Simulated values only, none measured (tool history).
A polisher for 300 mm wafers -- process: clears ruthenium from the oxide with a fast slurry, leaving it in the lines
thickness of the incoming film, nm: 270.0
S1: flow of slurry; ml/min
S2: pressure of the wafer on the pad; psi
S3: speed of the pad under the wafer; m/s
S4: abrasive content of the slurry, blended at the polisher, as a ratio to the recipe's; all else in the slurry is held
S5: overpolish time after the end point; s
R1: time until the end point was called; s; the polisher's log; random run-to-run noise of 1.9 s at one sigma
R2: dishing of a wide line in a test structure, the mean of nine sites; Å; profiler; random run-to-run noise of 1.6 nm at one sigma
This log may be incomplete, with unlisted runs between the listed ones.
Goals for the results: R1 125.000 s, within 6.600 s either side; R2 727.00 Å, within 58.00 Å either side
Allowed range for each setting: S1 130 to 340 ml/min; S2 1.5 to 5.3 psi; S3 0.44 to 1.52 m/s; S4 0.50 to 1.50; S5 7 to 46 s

Run 1, hour 0.0: S1 220 ml/min, S2 3.4 psi, S3 0.98 m/s, S4 1.00, S5 24 s. Result: R1 69.078 s, R2 867.94 Å.
Run 2, hour 7.4: S1 220 ml/min, S2 2.6 psi, S3 0.98 m/s, S4 1.00, S5 24 s. Result: R1 79.430 s, R2 762.26 Å.
Run 3, hour 8.2: S1 220 ml/min, S2 2.3 psi, S3 0.92 m/s, S4 1.00, S5 27 s. Result: R1 91.326 s, R2 775.49 Å.
Run 4, hour 15.8: S1 220 ml/min, S2 2.6 psi, S3 0.92 m/s, S4 1.00, S5 27 s. Result: R1 87.430 s, R2 796.33 Å.
Run 5, hour 22.2: S1 220 ml/min, S2 3.0 psi, S3 0.92 m/s, S4 1.00, S5 27 s. Result: R1 78.786 s, R2 861.94 Å.
Run 6, hour 28.7: S1 220 ml/min, S2 3.0 psi, S3 0.92 m/s, S4 0.90, S5 27 s. Result: R1 83.251 s, R2 828.44 Å.
Run 7, hour 35.5: S1 220 ml/min, S2 2.0 psi, S3 0.88 m/s, S4 0.90, S5 34 s. Result: R1 114.300 s, R2 786.23 Å.
Run 8, hour 42.0: S1 220 ml/min, S2 1.9 psi, S3 0.88 m/s, S4 0.90, S5 34 s. Result: R1 115.650 s, R2 783.30 Å.
Run 9, hour 49.2: S1 220 ml/min, S2 1.8 psi, S3 0.88 m/s, S4 0.90, S5 34 s. Result: R1 118.060 s, R2 715.98 Å.

Of the 5 settings listed for the next run, only one would bring every result within its allowed miss of target. Which one?
Run A, hour 56.4: S1 195 ml/min, S2 1.6 psi, S3 0.86 m/s, S4 0.70, S5 34 s. Result: R1 ?, R2 ?.
Run B, hour 56.4: S1 265 ml/min, S2 1.5 psi, S3 0.86 m/s, S4 0.75, S5 41 s. Result: R1 ?, R2 ?.
Run C, hour 56.4: S1 265 ml/min, S2 2.0 psi, S3 0.78 m/s, S4 0.90, S5 35 s. Result: R1 ?, R2 ?.
Run D, hour 56.4: S1 230 ml/min, S2 1.9 psi, S3 0.92 m/s, S4 0.95, S5 31 s. Result: R1 ?, R2 ?.
Run E, hour 56.4: S1 165 ml/min, S2 3.1 psi, S3 0.86 m/s, S4 0.60, S5 32 s. Result: R1 ?, R2 ?.

move       R1      R2
   A  149.860  591.12
   B  145.740  712.28
   C  124.750  710.62
   D  108.300  722.88
   E  111.660  723.60
A: moves the result that the last run missed by most past its target, out the other side
B: moves the result that the last run missed by most past its target, out the other side
C: meets every target
D: further off than the last run
E: further off than the last run
The move that meets every target is C.
